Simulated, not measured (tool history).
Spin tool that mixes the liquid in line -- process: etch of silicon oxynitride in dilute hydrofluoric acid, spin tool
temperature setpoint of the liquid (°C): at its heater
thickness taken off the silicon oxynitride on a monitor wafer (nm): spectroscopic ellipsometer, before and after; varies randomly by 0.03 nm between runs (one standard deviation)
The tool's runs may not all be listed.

run,day,temperature setpoint of the liquid (°C),parts of water to one part of 49 % hydrofluoric acid (parts by volume),time under the liquid (s),thickness taken off the silicon oxynitride on a monitor wafer (nm)
1,0,25,170,270,4.9407
2,0.075,27.5,170,270,5.6085
3,0.392,26,175,270,4.9127
4,0.671,26,175,270,5.1358
5,1.004,26,175,270,5.0305
6,1.362,26,115,270,7.9457
7,1.704,24.5,125,270,6.9385
8,1.8,20.5,195,270,3.4495

Estimate the outcome of run 9 from the log above:
9,2.117,20,195,270,?

thickness taken off the silicon oxynitride on a monitor wafer (nm): 3.3703
